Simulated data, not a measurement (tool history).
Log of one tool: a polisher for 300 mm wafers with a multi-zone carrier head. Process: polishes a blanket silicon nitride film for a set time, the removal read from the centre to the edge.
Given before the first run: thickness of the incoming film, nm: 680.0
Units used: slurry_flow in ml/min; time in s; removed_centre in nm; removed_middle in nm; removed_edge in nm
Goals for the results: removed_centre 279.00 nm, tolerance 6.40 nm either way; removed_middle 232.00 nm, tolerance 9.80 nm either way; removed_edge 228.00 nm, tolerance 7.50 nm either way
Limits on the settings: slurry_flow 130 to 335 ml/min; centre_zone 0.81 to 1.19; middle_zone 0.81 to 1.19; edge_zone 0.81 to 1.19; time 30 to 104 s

run 1 hour=0.0 | slurry_flow=215 centre_zone=1.00 middle_zone=1.00 edge_zone=1.00 time=67 | removed_centre=197.86 removed_middle=190.79 removed_edge=198.11
run 2 hour=3.1 | slurry_flow=165 centre_zone=1.00 middle_zone=1.00 edge_zone=1.00 time=67 | removed_centre=188.72 removed_middle=185.10 removed_edge=191.37
run 3 hour=9.5 | slurry_flow=190 centre_zone=1.00 middle_zone=1.00 edge_zone=1.00 time=67 | removed_centre=195.12 removed_middle=186.95 removed_edge=195.48
run 4 hour=17.6 | slurry_flow=210 centre_zone=1.04 middle_zone=1.02 edge_zone=1.01 time=68 | removed_centre=207.03 removed_middle=204.14 removed_edge=202.97
run 5 hour=18.4 | slurry_flow=230 centre_zone=1.07 middle_zone=1.00 edge_zone=1.00 time=69 | removed_centre=221.62 removed_middle=208.02 removed_edge=209.83
run 6 hour=20.8 | slurry_flow=245 centre_zone=1.09 middle_zone=0.99 edge_zone=0.99 time=69 | removed_centre=224.09 removed_middle=205.12 removed_edge=209.38
run 7 hour=29.7 | slurry_flow=255 centre_zone=1.11 middle_zone=0.99 edge_zone=0.97 time=70 | removed_centre=235.90 removed_middle=208.60 removed_edge=207.94
run 8 hour=30.2 | slurry_flow=255 centre_zone=1.11 middle_zone=0.99 edge_zone=0.97 time=70 | removed_centre=236.45 removed_middle=208.26 removed_edge=208.91
run 9 hour=32.4 | slurry_flow=310 centre_zone=1.19 middle_zone=1.03 edge_zone=1.02 time=74 | removed_centre=274.19 removed_middle=229.73 removed_edge=228.56
run 10 hour=36.7 | slurry_flow=310 centre_zone=1.19 middle_zone=1.03 edge_zone=1.01 time=74 | removed_centre=270.50 removed_middle=232.95 removed_edge=227.34
run 11 hour=38.4 | slurry_flow=310 centre_zone=1.19 middle_zone=1.02 edge_zone=1.00 time=74 | removed_centre=271.69 removed_middle=232.68 removed_edge=230.37
run 12 hour=43.8 | slurry_flow=305 centre_zone=1.19 middle_zone=1.01 edge_zone=0.98 time=74 | removed_centre=273.00 removed_middle=228.10 removed_edge=223.40

Pick the move, out of 5, that brings all results within their allowed miss; only one does.
run A hour=49.2 | slurry_flow=295 centre_zone=1.17 middle_zone=1.06 edge_zone=0.91 time=75 | removed_centre=? removed_middle=? removed_edge=?
run B hour=49.2 | slurry_flow=335 centre_zone=1.13 middle_zone=1.06 edge_zone=0.88 time=75 | removed_centre=? removed_middle=? removed_edge=?
run C hour=49.2 | slurry_flow=255 centre_zone=1.18 middle_zone=0.99 edge_zone=0.92 time=78 | removed_centre=? removed_middle=? removed_edge=?
run D hour=49.2 | slurry_flow=260 centre_zone=1.19 middle_zone=0.87 edge_zone=1.02 time=78 | removed_centre=? removed_middle=? removed_edge=?
run E hour=49.2 | slurry_flow=310 centre_zone=1.17 middle_zone=1.08 edge_zone=0.97 time=73 | removed_centre=? removed_middle=? removed_edge=?

move=A removed_centre=267.97 removed_middle=242.68 removed_edge=214.47
move=B removed_centre=262.80 removed_middle=245.72 removed_edge=213.18
move=C removed_centre=275.80 removed_middle=234.33 removed_edge=221.64
move=D removed_centre=278.49 removed_middle=210.84 removed_edge=233.57
move=E removed_centre=262.29 removed_middle=241.18 removed_edge=215.84
A: misses by more than the last run did
B: misses by more than the last run did
C: every result lands within tolerance
D: meets the target for the result that was furthest off, but another lies outside its allowed miss
E: misses by more than the last run did
So the answer is move C, the one that meets all the targets.

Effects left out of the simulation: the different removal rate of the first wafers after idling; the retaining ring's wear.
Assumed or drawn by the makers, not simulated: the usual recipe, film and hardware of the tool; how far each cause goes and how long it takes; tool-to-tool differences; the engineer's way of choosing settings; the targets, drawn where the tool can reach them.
